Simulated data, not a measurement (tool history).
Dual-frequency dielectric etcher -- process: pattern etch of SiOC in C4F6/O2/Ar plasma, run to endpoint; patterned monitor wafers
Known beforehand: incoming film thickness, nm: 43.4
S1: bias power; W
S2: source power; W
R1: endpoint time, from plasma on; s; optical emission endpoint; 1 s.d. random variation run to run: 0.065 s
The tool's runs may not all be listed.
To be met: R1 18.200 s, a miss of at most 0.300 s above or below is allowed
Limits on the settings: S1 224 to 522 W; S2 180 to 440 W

run,hour,S1,S2,R1
1,0.0,373,310,16.269
2,8.7,339,310,16.870
3,17.0,386,310,15.956
4,24.8,322,310,17.063
5,26.4,322,280,17.717
6,27.3,349,280,17.136
7,33.4,332,280,17.434
8,40.6,319,280,17.676

5 candidate next runs follow, results not yet known. Just one meets every target within its allowed miss. Identify it.
A,47.8,336,210,?
B,47.8,277,270,?
C,47.8,281,300,?
D,47.8,336,270,?
E,47.8,354,300,?

move,R1
A,18.887
B,18.949
C,18.242
D,17.550
E,16.647
A: pushes the last run's worst result past its target
B: pushes the last run's worst result past its target
C: hits every target within its allowed miss
D: lands further from the targets than the last run did
E: lands further from the targets than the last run did
So the answer is move C, the one that meets all the targets.

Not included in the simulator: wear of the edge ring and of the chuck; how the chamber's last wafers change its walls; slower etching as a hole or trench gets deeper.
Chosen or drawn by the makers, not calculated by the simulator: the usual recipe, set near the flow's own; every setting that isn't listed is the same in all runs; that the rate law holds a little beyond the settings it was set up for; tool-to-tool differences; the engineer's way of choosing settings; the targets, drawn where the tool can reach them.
